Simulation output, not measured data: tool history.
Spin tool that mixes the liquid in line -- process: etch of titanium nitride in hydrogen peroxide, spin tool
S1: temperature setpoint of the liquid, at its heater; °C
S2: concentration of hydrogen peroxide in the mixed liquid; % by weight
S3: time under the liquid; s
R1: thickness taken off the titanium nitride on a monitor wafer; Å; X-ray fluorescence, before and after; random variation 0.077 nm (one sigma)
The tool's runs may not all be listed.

run  hour    S1    S2   S3      R1
  1   0.0  51.0  25.0  290  276.55
  2   6.1  51.0  27.5  290  279.36
  3  10.8  48.5  27.5  290  236.81
  4  17.4  46.0  27.5  290  194.96
  5  24.2  46.0  30.0  290  198.89
  6  25.8  44.5  30.0  290  179.95
  7  33.3  43.0  30.0  290  160.28
  8  36.8  37.5  30.0  290  105.34

Run 9, settings as shown, results not yet in. Your forecast:
  9  38.6  38.0  30.0  290   ?

Run 9 produced R1 107.92 Å.

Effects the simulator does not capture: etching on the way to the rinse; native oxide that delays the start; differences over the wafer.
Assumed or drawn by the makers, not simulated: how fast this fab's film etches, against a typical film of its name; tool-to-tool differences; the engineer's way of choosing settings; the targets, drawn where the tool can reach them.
